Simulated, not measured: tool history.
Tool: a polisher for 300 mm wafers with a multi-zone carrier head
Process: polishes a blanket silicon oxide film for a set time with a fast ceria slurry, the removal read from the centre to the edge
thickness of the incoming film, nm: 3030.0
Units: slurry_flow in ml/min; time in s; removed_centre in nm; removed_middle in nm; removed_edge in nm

run,hour,slurry_flow,centre_zone,middle_zone,edge_zone,time,removed_centre,removed_middle,removed_edge
1,0,210,1,1,1,48,701.89,718.5,709.51
2,5.9,175,1,1,1,48,698.39,701.74,700.84
3,7.5,175,1,0.99,0.99,46,671.6,665.89,668.98
4,9.3,175,1,0.99,0.99,34,490.54,495.9,491.72
5,15.5,175,1,0.93,0.99,34,487.45,480.66,495.15
6,16.1,175,1,0.93,0.98,34,481.63,480.67,491.77
7,21.6,175,1.01,0.93,0.97,34,498.89,479.91,485.01

Run 8 comes next. What will it give?
8,28.5,175,1.01,0.92,0.97,34,?,?,?

removed_centre: 488.81 nm
removed_middle: 484.27 nm
removed_edge: 491.72 nm

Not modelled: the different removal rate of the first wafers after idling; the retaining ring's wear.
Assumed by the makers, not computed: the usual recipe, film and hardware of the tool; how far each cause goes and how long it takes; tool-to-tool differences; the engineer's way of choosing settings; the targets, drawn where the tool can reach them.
